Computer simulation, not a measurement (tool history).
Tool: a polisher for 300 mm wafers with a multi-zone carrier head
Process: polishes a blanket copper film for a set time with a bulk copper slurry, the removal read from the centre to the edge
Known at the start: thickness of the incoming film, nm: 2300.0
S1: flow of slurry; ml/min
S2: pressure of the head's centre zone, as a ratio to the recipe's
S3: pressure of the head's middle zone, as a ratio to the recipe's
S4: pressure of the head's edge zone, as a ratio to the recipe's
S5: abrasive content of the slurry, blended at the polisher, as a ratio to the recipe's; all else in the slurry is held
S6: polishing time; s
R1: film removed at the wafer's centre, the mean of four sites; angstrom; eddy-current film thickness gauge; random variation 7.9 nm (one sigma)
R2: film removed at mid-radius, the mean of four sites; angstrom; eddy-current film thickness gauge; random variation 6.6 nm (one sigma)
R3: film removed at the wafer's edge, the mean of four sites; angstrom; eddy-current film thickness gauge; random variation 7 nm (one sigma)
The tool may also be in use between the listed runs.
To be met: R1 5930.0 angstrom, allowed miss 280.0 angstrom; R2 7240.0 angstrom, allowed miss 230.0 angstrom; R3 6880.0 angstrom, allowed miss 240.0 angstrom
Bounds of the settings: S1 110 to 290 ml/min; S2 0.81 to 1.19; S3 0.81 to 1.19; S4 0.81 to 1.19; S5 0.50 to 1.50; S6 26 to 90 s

| run | day | S1 | S2 | S3 | S4 | S5 | S6 | R1 | R2 | R3 |
|---|---|---|---|---|---|---|---|---|---|---|
| 1 | 0.000 | 185 | 1.00 | 1.00 | 1.00 | 1.00 | 58 | 8802.1 | 8942.2 | 8776.2 |
| 2 | 0.221 | 185 | 1.00 | 1.00 | 1.00 | 1.10 | 58 | 9032.9 | 9326.6 | 9122.1 |
| 3 | 0.479 | 175 | 0.94 | 1.00 | 0.98 | 0.95 | 57 | 7850.2 | 8731.3 | 8483.7 |
| 4 | 0.538 | 170 | 0.91 | 0.99 | 0.95 | 0.80 | 56 | 7263.9 | 8225.9 | 7805.1 |
| 5 | 0.817 | 170 | 0.83 | 0.99 | 0.95 | 0.80 | 56 | 6490.2 | 8035.9 | 7915.2 |
| 6 | 1.017 | 170 | 0.83 | 1.03 | 0.95 | 0.80 | 56 | 6471.3 | 8292.6 | 7789.0 |
| 7 | 1.250 | 165 | 0.83 | 1.01 | 0.93 | 0.75 | 56 | 6496.2 | 7954.7 | 7560.2 |
| 8 | 1.425 | 160 | 0.82 | 1.01 | 0.93 | 0.70 | 56 | 6285.3 | 7855.8 | 7434.0 |
| 9 | 1.538 | 150 | 0.82 | 1.00 | 0.92 | 0.65 | 56 | 5880.6 | 7472.3 | 7143.9 |
| 10 | 1.658 | 145 | 0.83 | 1.00 | 0.91 | 0.65 | 56 | 5975.0 | 7340.3 | 7229.6 |
| 11 | 1.688 | 145 | 0.83 | 1.01 | 0.89 | 0.65 | 56 | 6132.4 | 7392.5 | 7123.0 |

Which of these 4 next moves meets every target?
| A | 1.717 | 110 | 0.86 | 0.90 | 0.85 | 0.90 | 58 | ? | ? | ? |
| B | 1.717 | 155 | 0.83 | 0.97 | 0.82 | 0.70 | 54 | ? | ? | ? |
| C | 1.717 | 155 | 0.81 | 0.99 | 0.98 | 0.65 | 57 | ? | ? | ? |
| D | 1.717 | 120 | 0.83 | 1.02 | 0.91 | 0.75 | 58 | ? | ? | ? |

| move | R1 | R2 | R3 |
|---|---|---|---|
| A | 6421.8 | 7288.4 | 7597.3 |
| B | 5942.9 | 7237.3 | 6942.4 |
| C | 5999.2 | 7583.8 | 7585.3 |
| D | 6077.5 | 7699.4 | 7508.8 |
A: further off than the last run
B: meets every target
C: further off than the last run
D: further off than the last run
Answer: B
